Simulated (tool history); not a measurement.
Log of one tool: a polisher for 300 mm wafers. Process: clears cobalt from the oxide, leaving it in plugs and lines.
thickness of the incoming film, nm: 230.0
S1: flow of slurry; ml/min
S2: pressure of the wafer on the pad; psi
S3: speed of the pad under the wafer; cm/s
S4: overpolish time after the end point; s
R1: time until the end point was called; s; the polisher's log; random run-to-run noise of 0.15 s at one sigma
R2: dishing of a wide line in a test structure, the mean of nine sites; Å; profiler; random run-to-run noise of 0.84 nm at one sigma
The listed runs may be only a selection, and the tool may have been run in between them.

run  hour   S1   S2   S3  S4      R1      R2
  1   0.0  305  2.4  122   9  33.470  396.01
  2   1.0  305  2.4  122  11  34.038  426.11
  3   7.1  305  2.0  122  11  39.670  403.42
  4   8.2  360  2.0  122  11  39.754  405.40
  5  10.4  360  1.5  122  11  53.221  341.27
  6  11.2  360  1.8  122  10  43.330  365.36
  7  16.1  365  2.1  122  10  37.912  391.78
  8  20.4  365  2.1  122  10  37.873  375.58
  9  27.4  365  2.3  122  10  34.678  399.19
 10  36.0  365  2.5  122  10  31.813  405.24
 11  45.0  365  2.7  122  10  30.104  433.71
 12  51.7  365  2.9  124  10  27.626  451.32
 13  56.4  365  3.0  126  10  26.495  463.22

Run 14 has not been measured yet. What should we expect?
 14  61.5  375  3.6  140   8   ?   ?

{"run 14": {"R1": 19.763, "R2": 473.92}}
